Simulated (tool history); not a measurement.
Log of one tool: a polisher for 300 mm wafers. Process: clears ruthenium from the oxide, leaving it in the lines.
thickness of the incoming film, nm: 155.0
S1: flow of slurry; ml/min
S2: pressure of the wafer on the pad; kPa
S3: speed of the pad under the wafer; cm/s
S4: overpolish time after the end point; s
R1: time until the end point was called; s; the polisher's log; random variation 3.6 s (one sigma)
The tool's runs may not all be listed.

| run | day | S1 | S2 | S3 | S4 | R1 |
|---|---|---|---|---|---|---|
| 1 | 0.000 | 315 | 13.1 | 96 | 3 | 144.38 |
| 2 | 0.179 | 315 | 12.4 | 96 | 3 | 150.39 |
| 3 | 0.392 | 315 | 12.4 | 120 | 3 | 122.03 |
| 4 | 0.546 | 315 | 11.7 | 118 | 3 | 131.90 |
| 5 | 0.600 | 315 | 11.0 | 116 | 3 | 140.74 |
| 6 | 0.792 | 315 | 11.0 | 102 | 3 | 158.19 |

Forecast run 7:
| 7 | 0.954 | 315 | 10.3 | 102 | 3 | ? |

R1: 168.51 s
